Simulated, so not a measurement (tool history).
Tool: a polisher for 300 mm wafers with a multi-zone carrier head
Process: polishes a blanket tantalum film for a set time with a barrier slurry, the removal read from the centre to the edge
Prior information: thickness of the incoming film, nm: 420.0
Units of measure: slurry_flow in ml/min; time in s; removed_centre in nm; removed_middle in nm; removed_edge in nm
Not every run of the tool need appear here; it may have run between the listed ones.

{"run": 1, "hour": 0.0, "slurry_flow": 220, "centre_zone": 1.0, "middle_zone": 1.0, "edge_zone": 1.0, "slurry_solids": 1.0, "time": 73, "removed_centre": 148.39, "removed_middle": 152.94, "removed_edge": 148.05}
{"run": 2, "hour": 7.5, "slurry_flow": 220, "centre_zone": 1.0, "middle_zone": 1.0, "edge_zone": 1.0, "slurry_solids": 1.1, "time": 73, "removed_centre": 154.2, "removed_middle": 155.55, "removed_edge": 155.33}
{"run": 3, "hour": 15.5, "slurry_flow": 220, "centre_zone": 1.02, "middle_zone": 0.97, "edge_zone": 0.99, "slurry_solids": 1.1, "time": 73, "removed_centre": 154.57, "removed_middle": 149.92, "removed_edge": 155.23}
{"run": 4, "hour": 17.0, "slurry_flow": 220, "centre_zone": 1.02, "middle_zone": 0.97, "edge_zone": 0.99, "slurry_solids": 1.0, "time": 73, "removed_centre": 151.8, "removed_middle": 146.22, "removed_edge": 148.14}
{"run": 5, "hour": 24.3, "slurry_flow": 220, "centre_zone": 1.02, "middle_zone": 0.97, "edge_zone": 0.99, "slurry_solids": 0.85, "time": 73, "removed_centre": 141.85, "removed_middle": 140.5, "removed_edge": 144.64}
{"run": 6, "hour": 27.8, "slurry_flow": 230, "centre_zone": 1.05, "middle_zone": 0.96, "edge_zone": 0.98, "slurry_solids": 0.85, "time": 73, "removed_centre": 146.1, "removed_middle": 140.49, "removed_edge": 141.45}
{"run": 7, "hour": 29.2, "slurry_flow": 230, "centre_zone": 1.07, "middle_zone": 0.94, "edge_zone": 0.98, "slurry_solids": 0.85, "time": 73, "removed_centre": 149.44, "removed_middle": 132.93, "removed_edge": 139.71}
{"run": 8, "hour": 30.5, "slurry_flow": 235, "centre_zone": 1.08, "middle_zone": 0.93, "edge_zone": 0.98, "slurry_solids": 0.85, "time": 73, "removed_centre": 152.43, "removed_middle": 134.63, "removed_edge": 136.66}
{"run": 9, "hour": 37.8, "slurry_flow": 230, "centre_zone": 1.09, "middle_zone": 0.92, "edge_zone": 0.99, "slurry_solids": 0.85, "time": 73, "removed_centre": 152.93, "removed_middle": 132.09, "removed_edge": 138.44}
{"run": 10, "hour": 39.1, "slurry_flow": 230, "centre_zone": 1.1, "middle_zone": 0.91, "edge_zone": 0.99, "slurry_solids": 0.85, "time": 73, "removed_centre": 152.14, "removed_middle": 132.26, "removed_edge": 143.42}

For run 11, what comes out?
{"run": 11, "hour": 41.8, "slurry_flow": 235, "centre_zone": 1.11, "middle_zone": 0.9, "edge_zone": 0.98, "slurry_solids": 0.85, "time": 73, "removed_centre": "?", "removed_middle": "?", "removed_edge": "?"}

{"run 11": {"removed_centre": 156.69, "removed_middle": 129.34, "removed_edge": 139.9}}

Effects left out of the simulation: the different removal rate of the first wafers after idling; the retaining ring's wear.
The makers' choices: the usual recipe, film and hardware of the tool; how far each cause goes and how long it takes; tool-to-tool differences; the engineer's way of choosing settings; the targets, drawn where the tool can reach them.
